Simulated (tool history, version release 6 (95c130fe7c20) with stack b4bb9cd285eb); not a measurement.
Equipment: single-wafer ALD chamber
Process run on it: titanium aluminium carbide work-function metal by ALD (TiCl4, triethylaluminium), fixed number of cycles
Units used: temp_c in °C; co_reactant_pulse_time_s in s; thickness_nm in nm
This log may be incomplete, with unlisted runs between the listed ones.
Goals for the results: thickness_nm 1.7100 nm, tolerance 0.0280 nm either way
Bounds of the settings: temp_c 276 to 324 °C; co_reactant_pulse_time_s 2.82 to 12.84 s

Run 1, day 0.000: temp_c 300 °C, co_reactant_pulse_time_s 7.83 s. Result: thickness_nm 1.8481 nm.
Run 2, day 0.312: temp_c 298 °C, co_reactant_pulse_time_s 7.73 s. Result: thickness_nm 1.8301 nm.
Run 3, day 0.438: temp_c 304 °C, co_reactant_pulse_time_s 7.73 s. Result: thickness_nm 1.8700 nm.
Run 4, day 0.792: temp_c 304 °C, co_reactant_pulse_time_s 9.55 s. Result: thickness_nm 1.9483 nm.
Run 5, day 0.821: temp_c 301 °C, co_reactant_pulse_time_s 9.24 s. Result: thickness_nm 1.9121 nm.
Run 6, day 1.196: temp_c 309 °C, co_reactant_pulse_time_s 9.24 s. Result: thickness_nm 1.9845 nm.
Run 7, day 1.275: temp_c 297 °C, co_reactant_pulse_time_s 7.77 s. Result: thickness_nm 1.8207 nm.
Run 8, day 1.400: temp_c 285 °C, co_reactant_pulse_time_s 7.01 s. Result: thickness_nm 1.6788 nm.
Run 9, day 1.712: temp_c 285 °C, co_reactant_pulse_time_s 7.03 s. Result: thickness_nm 1.6716 nm.

Which of these 5 next moves meets every target?
Run A, day 2.025: temp_c 284 °C, co_reactant_pulse_time_s 10.36 s. Result: thickness_nm ?.
Run B, day 2.025: temp_c 291 °C, co_reactant_pulse_time_s 8.34 s. Result: thickness_nm ?.
Run C, day 2.025: temp_c 290 °C, co_reactant_pulse_time_s 8.10 s. Result: thickness_nm ?.
Run D, day 2.025: temp_c 282 °C, co_reactant_pulse_time_s 7.27 s. Result: thickness_nm ?.
Run E, day 2.025: temp_c 289 °C, co_reactant_pulse_time_s 6.90 s. Result: thickness_nm ?.

move  thickness_nm
   A        1.7703
   B        1.7804
   C        1.7628
   D        1.6579
   E        1.6971
A: carries the result that was furthest off beyond its target, to the other side
B: carries the result that was furthest off beyond its target, to the other side
C: carries the result that was furthest off beyond its target, to the other side
D: misses by more than the last run did
E: all results land within tolerance of their targets
Answer: E
